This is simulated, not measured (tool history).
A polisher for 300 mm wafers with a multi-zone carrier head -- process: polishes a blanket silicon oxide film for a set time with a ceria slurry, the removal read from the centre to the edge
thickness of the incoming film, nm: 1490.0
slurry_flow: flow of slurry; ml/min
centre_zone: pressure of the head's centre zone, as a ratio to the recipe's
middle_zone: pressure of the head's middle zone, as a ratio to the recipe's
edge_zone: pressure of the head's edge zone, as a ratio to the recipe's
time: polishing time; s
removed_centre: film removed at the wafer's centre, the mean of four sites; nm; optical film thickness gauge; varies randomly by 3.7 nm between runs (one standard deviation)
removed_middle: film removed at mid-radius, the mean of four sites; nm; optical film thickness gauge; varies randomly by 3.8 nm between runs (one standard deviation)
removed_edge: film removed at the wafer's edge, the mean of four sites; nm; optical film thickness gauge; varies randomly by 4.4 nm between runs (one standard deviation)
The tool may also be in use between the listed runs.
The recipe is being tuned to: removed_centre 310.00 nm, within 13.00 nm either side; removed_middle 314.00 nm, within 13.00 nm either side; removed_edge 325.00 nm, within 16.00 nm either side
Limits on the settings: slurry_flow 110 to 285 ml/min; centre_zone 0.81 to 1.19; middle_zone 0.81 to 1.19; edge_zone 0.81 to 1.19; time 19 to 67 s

Run 1, hour 0.0: slurry_flow 180 ml/min, centre_zone 1.00, middle_zone 1.00, edge_zone 1.00, time 43 s. Result: removed_centre 246.38 nm, removed_middle 256.39 nm, removed_edge 254.00 nm.
Run 2, hour 2.8: slurry_flow 220 ml/min, centre_zone 1.00, middle_zone 1.00, edge_zone 1.00, time 43 s. Result: removed_centre 256.58 nm, removed_middle 267.81 nm, removed_edge 261.15 nm.
Run 3, hour 8.8: slurry_flow 220 ml/min, centre_zone 1.00, middle_zone 1.00, edge_zone 1.00, time 34 s. Result: removed_centre 200.52 nm, removed_middle 212.91 nm, removed_edge 209.90 nm.
Run 4, hour 13.9: slurry_flow 220 ml/min, centre_zone 1.00, middle_zone 1.07, edge_zone 1.00, time 34 s. Result: removed_centre 201.06 nm, removed_middle 222.50 nm, removed_edge 204.87 nm.
Run 5, hour 18.4: slurry_flow 190 ml/min, centre_zone 1.00, middle_zone 1.07, edge_zone 1.00, time 34 s. Result: removed_centre 196.94 nm, removed_middle 211.85 nm, removed_edge 202.33 nm.
Run 6, hour 26.0: slurry_flow 210 ml/min, centre_zone 1.00, middle_zone 1.07, edge_zone 1.00, time 34 s. Result: removed_centre 197.74 nm, removed_middle 221.24 nm, removed_edge 207.62 nm.
Run 7, hour 26.7: slurry_flow 215 ml/min, centre_zone 1.01, middle_zone 1.06, edge_zone 1.04, time 38 s. Result: removed_centre 224.89 nm, removed_middle 253.25 nm, removed_edge 236.06 nm.
Run 8, hour 27.9: slurry_flow 215 ml/min, centre_zone 1.04, middle_zone 1.03, edge_zone 1.07, time 40 s. Result: removed_centre 246.15 nm, removed_middle 254.97 nm, removed_edge 249.97 nm.
Run 9, hour 28.6: slurry_flow 220 ml/min, centre_zone 1.04, middle_zone 1.02, edge_zone 1.09, time 42 s. Result: removed_centre 257.93 nm, removed_middle 264.82 nm, removed_edge 271.89 nm.
Run 10, hour 35.9: slurry_flow 225 ml/min, centre_zone 1.05, middle_zone 1.03, edge_zone 1.11, time 43 s. Result: removed_centre 267.93 nm, removed_middle 272.09 nm, removed_edge 270.53 nm.

Below are 5 possible settings for the next run. Only one of them brings all results inside the allowed miss of their targets. Which is it?
Run A, hour 43.2: slurry_flow 205 ml/min, centre_zone 0.87, middle_zone 0.98, edge_zone 1.19, time 53 s. Result: removed_centre ?, removed_middle ?, removed_edge ?.
Run B, hour 43.2: slurry_flow 180 ml/min, centre_zone 1.00, middle_zone 0.81, edge_zone 1.19, time 46 s. Result: removed_centre ?, removed_middle ?, removed_edge ?.
Run C, hour 43.2: slurry_flow 235 ml/min, centre_zone 1.02, middle_zone 0.98, edge_zone 1.14, time 50 s. Result: removed_centre ?, removed_middle ?, removed_edge ?.
Run D, hour 43.2: slurry_flow 220 ml/min, centre_zone 1.11, middle_zone 0.97, edge_zone 1.11, time 38 s. Result: removed_centre ?, removed_middle ?, removed_edge ?.
Run E, hour 43.2: slurry_flow 165 ml/min, centre_zone 1.05, middle_zone 0.81, edge_zone 1.19, time 53 s. Result: removed_centre ?, removed_middle ?, removed_edge ?.

move  removed_centre  removed_middle  removed_edge
   A          268.89          321.53        342.33
   B          262.11          236.79        293.17
   C          304.11          308.90        322.33
   D          249.21          230.78        240.99
   E          311.70          268.51        333.92
A: pushes the last run's worst result past its target
B: further off than the last run
C: all results in spec
D: further off than the last run
E: brings the result that was furthest off to its target, and leaves another outside
Correct choice: C, which meets every target
